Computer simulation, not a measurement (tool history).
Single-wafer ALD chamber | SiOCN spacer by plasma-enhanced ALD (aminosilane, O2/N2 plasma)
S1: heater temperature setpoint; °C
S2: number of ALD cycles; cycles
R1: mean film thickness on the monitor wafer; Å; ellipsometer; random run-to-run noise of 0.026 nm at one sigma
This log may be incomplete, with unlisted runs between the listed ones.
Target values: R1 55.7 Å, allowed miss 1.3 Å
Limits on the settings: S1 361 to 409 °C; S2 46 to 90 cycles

run	day	S1	S2	R1
1	0	385	68	43.872
2	0.221	377	68	44.334
3	0.267	377	72	46.864
4	0.412	377	80	51.979
5	0.5	388	80	51.266
6	0.617	383	80	51.329
7	0.796	383	81	52.469
8	1.075	383	82	52.844
9	1.45	383	83	53.854
10	1.658	383	84	54.072

5 candidate next runs follow, results not yet known. Just one meets every target within its allowed miss. Identify it.
A	1.867	383	80	?
B	1.867	384	81	?
C	1.867	397	81	?
D	1.867	379	80	?
E	1.867	373	86	?

move	R1
A	52.059
B	52.71
C	52.71
D	52.059
E	55.963
A: lands further from the targets than the last run did
B: lands further from the targets than the last run did
C: lands further from the targets than the last run did
D: lands further from the targets than the last run did
E: in spec on every target
The move that meets every target is E.

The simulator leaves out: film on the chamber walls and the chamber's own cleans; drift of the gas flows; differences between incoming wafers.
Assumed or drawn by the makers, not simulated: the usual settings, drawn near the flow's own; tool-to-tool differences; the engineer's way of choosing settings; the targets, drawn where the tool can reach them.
